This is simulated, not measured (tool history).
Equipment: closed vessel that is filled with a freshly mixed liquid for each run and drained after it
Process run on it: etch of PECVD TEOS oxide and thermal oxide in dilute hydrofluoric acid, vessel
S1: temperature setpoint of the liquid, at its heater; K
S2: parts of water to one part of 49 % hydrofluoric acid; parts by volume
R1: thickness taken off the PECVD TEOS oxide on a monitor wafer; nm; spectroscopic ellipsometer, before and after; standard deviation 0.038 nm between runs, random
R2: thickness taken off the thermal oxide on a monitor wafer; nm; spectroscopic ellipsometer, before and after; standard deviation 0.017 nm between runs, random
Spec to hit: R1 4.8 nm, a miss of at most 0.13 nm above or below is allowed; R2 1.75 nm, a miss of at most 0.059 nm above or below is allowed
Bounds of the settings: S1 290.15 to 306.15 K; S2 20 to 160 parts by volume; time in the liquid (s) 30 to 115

Run 1, hour 0: S1 298.15 K, S2 90 parts by volume, time in the liquid (s) 60. Result: R1 8.9208 nm, R2 3.2219 nm.
Run 2, hour 2.1: S1 298.15 K, S2 65 parts by volume, time in the liquid (s) 60. Result: R1 12.468 nm, R2 4.5419 nm.
Run 3, hour 6.3: S1 297.15 K, S2 70 parts by volume, time in the liquid (s) 60. Result: R1 11.156 nm, R2 4.1317 nm.
Run 4, hour 11.5: S1 293.65 K, S2 70 parts by volume, time in the liquid (s) 60. Result: R1 9.6565 nm, R2 3.5175 nm.
Run 5, hour 17.7: S1 293.15 K, S2 75 parts by volume, time in the liquid (s) 60. Result: R1 8.7064 nm, R2 3.2456 nm.
Run 6, hour 26.3: S1 293.15 K, S2 55 parts by volume, time in the liquid (s) 60. Result: R1 12.289 nm, R2 4.4581 nm.
Run 7, hour 34.2: S1 292.65 K, S2 60 parts by volume, time in the liquid (s) 60. Result: R1 10.983 nm, R2 3.9514 nm.
Run 8, hour 37.7: S1 292.15 K, S2 65 parts by volume, time in the liquid (s) 60. Result: R1 9.9179 nm, R2 3.603 nm.
Run 9, hour 40.1: S1 291.65 K, S2 70 parts by volume, time in the liquid (s) 60. Result: R1 8.8803 nm, R2 3.2952 nm.

4 candidate next runs follow, results not yet known. Just one meets every target within its allowed miss. Identify it.
Run A, hour 42.5: S1 293.65 K, S2 70 parts by volume, time in the liquid (s) 30. Result: R1 ?, R2 ?.
Run B, hour 42.5: S1 290.15 K, S2 105 parts by volume, time in the liquid (s) 50. Result: R1 ?, R2 ?.
Run C, hour 42.5: S1 294.15 K, S2 100 parts by volume, time in the liquid (s) 40. Result: R1 ?, R2 ?.
Run D, hour 42.5: S1 291.15 K, S2 70 parts by volume, time in the liquid (s) 35. Result: R1 ?, R2 ?.

move      R1      R2
   A  4.8355  1.7722
   B  4.4642  1.6362
   C  4.4491  1.6306
   D  5.0771  1.8608
A: every result lands within tolerance
B: carries the result that was furthest off beyond its target, to the other side
C: carries the result that was furthest off beyond its target, to the other side
D: better than the last run, though not everything is in spec
A meets every target.
